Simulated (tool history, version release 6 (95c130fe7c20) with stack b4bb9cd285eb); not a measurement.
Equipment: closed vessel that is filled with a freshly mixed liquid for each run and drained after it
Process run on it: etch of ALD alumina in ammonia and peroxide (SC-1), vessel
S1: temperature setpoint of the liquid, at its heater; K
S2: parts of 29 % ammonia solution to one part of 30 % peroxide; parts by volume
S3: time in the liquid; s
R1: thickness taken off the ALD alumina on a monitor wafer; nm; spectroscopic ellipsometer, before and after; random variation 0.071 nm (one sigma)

run  hour      S1    S2   S3       R1
  1   0.0  324.15  0.55  300  13.9370
  2   4.6  322.15  0.55  300  12.5190
  3  12.1  327.15  0.55  300  16.2880
  4  21.1  324.15  0.55  300  13.8520
  5  24.1  327.15  0.55  300  16.4130
  6  26.8  324.65  0.55  300  14.0620
  7  29.8  316.65  0.50  300   9.1521

Run 8 comes next. What will it give?
  8  32.0  316.15  0.50  300   ?

R1: 8.7855 nm

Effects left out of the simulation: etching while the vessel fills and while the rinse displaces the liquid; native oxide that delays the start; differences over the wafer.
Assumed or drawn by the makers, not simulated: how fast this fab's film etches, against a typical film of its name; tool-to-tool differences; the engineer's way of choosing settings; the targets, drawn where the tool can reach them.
